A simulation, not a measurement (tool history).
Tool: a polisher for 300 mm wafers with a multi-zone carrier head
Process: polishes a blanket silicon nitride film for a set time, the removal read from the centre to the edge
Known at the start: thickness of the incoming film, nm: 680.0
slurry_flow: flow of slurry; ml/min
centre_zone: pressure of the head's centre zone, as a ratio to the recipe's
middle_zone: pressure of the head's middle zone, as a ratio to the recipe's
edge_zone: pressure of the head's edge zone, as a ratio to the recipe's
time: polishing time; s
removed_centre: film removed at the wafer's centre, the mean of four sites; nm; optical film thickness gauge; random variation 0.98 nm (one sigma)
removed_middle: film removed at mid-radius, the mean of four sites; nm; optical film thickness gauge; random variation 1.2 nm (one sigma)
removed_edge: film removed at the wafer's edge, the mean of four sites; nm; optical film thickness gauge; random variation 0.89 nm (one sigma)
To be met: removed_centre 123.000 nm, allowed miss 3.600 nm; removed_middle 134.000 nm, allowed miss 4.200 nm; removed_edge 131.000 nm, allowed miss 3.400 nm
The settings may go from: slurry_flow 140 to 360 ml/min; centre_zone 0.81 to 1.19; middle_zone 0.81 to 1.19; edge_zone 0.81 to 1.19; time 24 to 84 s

run	hour	slurry_flow	centre_zone	middle_zone	edge_zone	time	removed_centre	removed_middle	removed_edge
1	0.0	230	1.00	1.00	1.00	54	84.853	86.177	87.773
2	8.4	230	0.96	1.00	1.00	54	80.666	87.043	87.616
3	14.8	230	0.89	1.00	1.00	54	74.916	84.956	88.032
4	19.8	240	0.94	1.03	1.04	59	88.496	97.539	97.680
# hour 24.5: slurry nozzle cleaned
5	24.5	240	0.94	1.03	1.10	59	96.223	104.360	107.910
6	29.6	240	0.94	1.03	1.10	49	79.753	88.012	89.353
7	36.0	280	1.03	1.13	1.18	64	118.300	125.920	123.400
8	42.0	290	1.02	1.13	1.18	65	119.490	127.080	123.880
9	47.9	285	1.01	1.13	1.18	66	118.180	132.880	125.530

Which of these 4 next moves meets every target?
A	53.8	170	0.99	1.19	1.08	76	?	?	?
B	53.8	300	1.03	1.16	1.15	65	?	?	?
C	53.8	315	1.10	1.19	1.16	65	?	?	?
D	53.8	220	0.98	1.07	1.08	73	?	?	?

move	removed_centre	removed_middle	removed_edge
A	123.780	143.900	132.960
B	120.690	130.650	124.710
C	129.680	134.160	125.660
D	123.530	131.840	132.130
A: brings the result that was furthest off to its target, and leaves another outside
B: further off than the last run
C: further off than the last run
D: meets every target
Move D is the one to make.
